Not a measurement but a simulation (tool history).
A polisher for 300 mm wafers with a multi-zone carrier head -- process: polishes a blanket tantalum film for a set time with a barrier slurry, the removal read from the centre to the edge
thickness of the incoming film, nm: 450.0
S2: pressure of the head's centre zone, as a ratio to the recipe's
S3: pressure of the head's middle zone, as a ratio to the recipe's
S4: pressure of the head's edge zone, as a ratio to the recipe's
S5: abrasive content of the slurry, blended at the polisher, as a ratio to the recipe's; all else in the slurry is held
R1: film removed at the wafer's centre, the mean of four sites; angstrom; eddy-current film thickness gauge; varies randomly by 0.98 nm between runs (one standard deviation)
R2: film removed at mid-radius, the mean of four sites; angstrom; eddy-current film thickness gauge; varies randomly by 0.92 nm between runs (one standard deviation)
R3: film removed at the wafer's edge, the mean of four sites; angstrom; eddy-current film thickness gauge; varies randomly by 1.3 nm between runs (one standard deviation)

{"run": 1, "day": 0.0, "flow of slurry (ml/min)": 300, "S2": 1, "S3": 1, "S4": 1, "S5": 1, "polishing time (s)": 64, "R1": 1114.7, "R2": 1002, "R3": 1001.5}
{"run": 2, "day": 0.083, "flow of slurry (ml/min)": 305, "S2": 0.99, "S3": 1.02, "S4": 1, "S5": 1, "polishing time (s)": 64, "R1": 1114.5, "R2": 1031, "R3": 992.1}
{"run": 3, "day": 0.433, "flow of slurry (ml/min)": 305, "S2": 0.99, "S3": 1.02, "S4": 1, "S5": 1, "polishing time (s)": 50, "R1": 860.44, "R2": 797.93, "R3": 799.7}
{"run": 4, "day": 0.488, "flow of slurry (ml/min)": 230, "S2": 0.99, "S3": 1.02, "S4": 1, "S5": 1, "polishing time (s)": 50, "R1": 850.2, "R2": 766.04, "R3": 761.67}
{"run": 5, "day": 0.717, "flow of slurry (ml/min)": 230, "S2": 0.99, "S3": 1.02, "S4": 1, "S5": 1.05, "polishing time (s)": 50, "R1": 846.58, "R2": 784.11, "R3": 778.15}
{"run": 6, "day": 0.925, "flow of slurry (ml/min)": 245, "S2": 0.99, "S3": 1.04, "S4": 1.01, "S5": 1.1, "polishing time (s)": 51, "R1": 869.76, "R2": 825.67, "R3": 811.64}
{"run": 7, "day": 1.008, "flow of slurry (ml/min)": 260, "S2": 0.99, "S3": 1.06, "S4": 1.01, "S5": 1.15, "polishing time (s)": 52, "R1": 928.46, "R2": 858.42, "R3": 854.75}
{"run": 8, "day": 1.196, "flow of slurry (ml/min)": 270, "S2": 0.97, "S3": 1.07, "S4": 1, "S5": 1.15, "polishing time (s)": 53, "R1": 926.6, "R2": 916.93, "R3": 850.15}
{"run": 9, "day": 1.225, "flow of slurry (ml/min)": 355, "S2": 0.93, "S3": 1.17, "S4": 1.1, "S5": 1.4, "polishing time (s)": 59, "R1": 1057.3, "R2": 1168.3, "R3": 1068.9}
{"run": 10, "day": 1.538, "flow of slurry (ml/min)": 360, "S2": 0.92, "S3": 1.17, "S4": 1.09, "S5": 1.4, "polishing time (s)": 59, "R1": 1069.8, "R2": 1171.8, "R3": 1058}
{"run": 11, "day": 1.825, "flow of slurry (ml/min)": 365, "S2": 0.91, "S3": 1.17, "S4": 1.09, "S5": 1.4, "polishing time (s)": 59, "R1": 1068.2, "R2": 1160.1, "R3": 1056.7}
{"day": 1.942, "done": "centre zone pressure recalibrated"}
{"run": 12, "day": 1.942, "flow of slurry (ml/min)": 350, "S2": 0.9, "S3": 1.17, "S4": 1.08, "S5": 1.4, "polishing time (s)": 60, "R1": 961.14, "R2": 1191.4, "R3": 1077.2}

Run 13, settings as shown, results not yet in. Your forecast:
{"run": 13, "day": 2.246, "flow of slurry (ml/min)": 360, "S2": 0.9, "S3": 1.17, "S4": 1.07, "S5": 1.4, "polishing time (s)": 60, "R1": "?", "R2": "?", "R3": "?"}

{"run 13": {"R1": 976.09, "R2": 1185.7, "R3": 1068.1}}
